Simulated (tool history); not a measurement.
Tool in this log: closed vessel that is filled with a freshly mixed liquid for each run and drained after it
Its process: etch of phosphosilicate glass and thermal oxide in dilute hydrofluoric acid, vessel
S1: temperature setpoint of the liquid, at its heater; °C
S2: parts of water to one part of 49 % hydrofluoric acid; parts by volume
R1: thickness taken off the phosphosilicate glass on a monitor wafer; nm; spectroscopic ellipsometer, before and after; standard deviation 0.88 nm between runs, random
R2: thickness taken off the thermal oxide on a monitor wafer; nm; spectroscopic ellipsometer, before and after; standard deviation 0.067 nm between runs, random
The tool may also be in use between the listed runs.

{"run": 1, "hour": 0.0, "S1": 25, "S2": 115, "time in the liquid (s)": 60, "R1": 52.553, "R2": 2.578}
{"run": 2, "hour": 4.5, "S1": 25, "S2": 115, "time in the liquid (s)": 75, "R1": 64.617, "R2": 3.1919}
{"run": 3, "hour": 5.5, "S1": 25, "S2": 115, "time in the liquid (s)": 90, "R1": 78.163, "R2": 3.8651}
{"run": 4, "hour": 9.4, "S1": 25, "S2": 80, "time in the liquid (s)": 90, "R1": 116.68, "R2": 5.7129}
{"run": 5, "hour": 11.9, "S1": 22.5, "S2": 80, "time in the liquid (s)": 90, "R1": 107.16, "R2": 5.0776}
{"run": 6, "hour": 20.1, "S1": 25.5, "S2": 80, "time in the liquid (s)": 90, "R1": 119.43, "R2": 5.8816}
{"run": 7, "hour": 26.3, "S1": 25, "S2": 80, "time in the liquid (s)": 90, "R1": 116.47, "R2": 5.8176}
{"run": 8, "hour": 32.0, "S1": 24.5, "S2": 80, "time in the liquid (s)": 90, "R1": 113.48, "R2": 5.639}

What will run 9 give?
{"run": 9, "hour": 34.1, "S1": 24, "S2": 80, "time in the liquid (s)": 90, "R1": "?", "R2": "?"}

R1: 111.13 nm
R2: 5.6499 nm
